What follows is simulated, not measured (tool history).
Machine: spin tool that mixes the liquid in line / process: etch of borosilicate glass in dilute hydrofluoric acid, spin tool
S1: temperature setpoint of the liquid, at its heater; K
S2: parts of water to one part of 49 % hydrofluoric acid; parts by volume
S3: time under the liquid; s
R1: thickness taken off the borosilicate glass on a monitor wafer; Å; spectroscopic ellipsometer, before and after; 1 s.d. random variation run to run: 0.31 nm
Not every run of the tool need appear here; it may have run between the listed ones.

run,hour,S1,S2,S3,R1
1,0.0,295.15,145,115,155.96
2,6.8,295.15,145,115,156.17
3,8.9,296.65,145,115,168.24
4,14.9,298.15,125,115,211.32
5,22.1,301.15,125,115,235.62
6,26.3,301.15,160,115,176.45
7,27.0,301.65,135,115,218.99
8,32.0,302.15,115,115,271.91
9,33.5,302.15,115,115,268.38
10,35.5,302.15,115,115,269.67
11,43.4,303.15,60,115,580.98
12,46.4,301.15,60,115,533.49
13,50.2,299.65,60,115,504.19
14,55.7,298.65,60,115,484.65
15,62.4,298.15,60,115,473.44
16,66.8,297.65,60,115,469.19
17,67.7,297.65,60,115,464.49

Estimate the outcome of run 18 from the log above:
18,70.4,297.15,60,115,?

{"run 18": {"R1": 452.6}}

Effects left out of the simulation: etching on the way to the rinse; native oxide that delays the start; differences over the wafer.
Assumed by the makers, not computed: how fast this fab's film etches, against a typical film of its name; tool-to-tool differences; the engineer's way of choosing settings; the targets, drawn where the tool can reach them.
